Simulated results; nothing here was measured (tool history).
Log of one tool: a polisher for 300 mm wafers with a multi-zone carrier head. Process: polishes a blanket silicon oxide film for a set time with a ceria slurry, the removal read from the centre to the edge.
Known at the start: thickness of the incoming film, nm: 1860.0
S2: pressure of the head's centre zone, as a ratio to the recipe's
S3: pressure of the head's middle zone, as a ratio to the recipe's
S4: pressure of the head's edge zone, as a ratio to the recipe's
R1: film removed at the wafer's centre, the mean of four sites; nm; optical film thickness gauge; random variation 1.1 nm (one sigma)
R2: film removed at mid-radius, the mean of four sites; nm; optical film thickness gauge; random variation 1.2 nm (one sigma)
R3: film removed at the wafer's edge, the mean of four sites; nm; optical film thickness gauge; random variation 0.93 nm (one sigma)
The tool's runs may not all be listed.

run 1 hour=0.0 | flow_of_slurry_(ml/min)=230 S2=1.00 S3=1.00 S4=1.00 polishing_time_(s)=58 | R1=166.690 R2=169.750 R3=170.230
run 2 hour=7.7 | flow_of_slurry_(ml/min)=225 S2=0.99 S3=0.98 S4=0.98 polishing_time_(s)=54 | R1=154.340 R2=156.720 R3=156.310
run 3 hour=16.5 | flow_of_slurry_(ml/min)=190 S2=0.99 S3=0.98 S4=0.98 polishing_time_(s)=54 | R1=151.380 R2=148.620 R3=151.460
run 4 hour=25.1 | flow_of_slurry_(ml/min)=185 S2=0.97 S3=0.96 S4=0.97 polishing_time_(s)=51 | R1=140.390 R2=138.650 R3=144.130
run 5 hour=32.6 | flow_of_slurry_(ml/min)=140 S2=0.97 S3=0.96 S4=0.97 polishing_time_(s)=51 | R1=131.890 R2=136.420 R3=139.430
run 6 hour=35.5 | flow_of_slurry_(ml/min)=140 S2=0.96 S3=0.95 S4=0.96 polishing_time_(s)=48 | R1=122.960 R2=124.720 R3=129.540
run 7 hour=36.3 | flow_of_slurry_(ml/min)=150 S2=0.89 S3=0.87 S4=0.86 polishing_time_(s)=37 | R1=89.144 R2=90.085 R3=97.794

The next listed run, before its measurement:
run 8 hour=44.7 | flow_of_slurry_(ml/min)=155 S2=0.90 S3=0.87 S4=0.86 polishing_time_(s)=37 | R1=? R2=? R3=?

Run 8 gave R1 92.029 nm, R2 91.830 nm, R3 99.227 nm.

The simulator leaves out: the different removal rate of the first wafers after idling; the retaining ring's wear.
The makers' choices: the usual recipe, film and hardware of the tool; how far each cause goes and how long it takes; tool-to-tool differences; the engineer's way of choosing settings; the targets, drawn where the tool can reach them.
